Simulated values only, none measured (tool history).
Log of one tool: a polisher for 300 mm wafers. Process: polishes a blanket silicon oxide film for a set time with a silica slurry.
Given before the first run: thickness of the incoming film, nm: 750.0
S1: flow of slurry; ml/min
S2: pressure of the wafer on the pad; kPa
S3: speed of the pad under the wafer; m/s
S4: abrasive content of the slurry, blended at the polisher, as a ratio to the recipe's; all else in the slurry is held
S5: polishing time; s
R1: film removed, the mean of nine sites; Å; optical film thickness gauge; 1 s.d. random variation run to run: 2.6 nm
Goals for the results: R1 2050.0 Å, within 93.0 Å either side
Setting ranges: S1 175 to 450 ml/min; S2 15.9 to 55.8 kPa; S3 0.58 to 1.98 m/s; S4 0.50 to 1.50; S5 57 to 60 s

run    day   S1    S2    S3    S4  S5      R1
  1  0.000  290  35.9  1.28  1.00  57  2850.8
  2  0.188  290  35.9  1.40  1.00  57  3003.0
  3  0.229  290  34.5  1.40  1.00  57  2902.5
  4  0.588  290  34.5  1.58  1.00  57  3176.7
  5  0.617  290  32.4  1.58  1.00  57  2966.4
  6  0.662  290  31.0  1.58  1.00  57  2903.1
  7  0.700  290  31.0  1.58  1.00  57  2851.9
     0.746  -- slurry nozzle cleaned
  8  0.746  290  29.6  1.58  1.00  57  2892.1
  9  0.867  290  20.0  1.44  1.00  57  1819.5
 10  0.962  290  20.0  1.44  1.00  57  1814.1
 11  1.108  290  20.7  1.44  1.00  57  1904.5

5 candidate next runs follow, results not yet known. Just one meets every target within its allowed miss. Identify it.
  A  1.254  285  20.7  1.58  1.25  59   ?
  B  1.254  225  18.6  1.50  1.00  60   ?
  C  1.254  270  20.0  1.56  1.00  57   ?
  D  1.254  305  21.4  1.62  0.95  57   ?
  E  1.254  280  18.6  1.38  1.10  59   ?

move      R1
   A  2212.9
   B  1794.4
   C  1905.4
   D  2073.2
   E  1738.2
A: carries the result that was furthest off beyond its target, to the other side
B: its largest miss is bigger than the last run's
C: no better and no worse than the last run
D: each result inside its tolerance
E: its largest miss is bigger than the last run's
Move D is the one to make.

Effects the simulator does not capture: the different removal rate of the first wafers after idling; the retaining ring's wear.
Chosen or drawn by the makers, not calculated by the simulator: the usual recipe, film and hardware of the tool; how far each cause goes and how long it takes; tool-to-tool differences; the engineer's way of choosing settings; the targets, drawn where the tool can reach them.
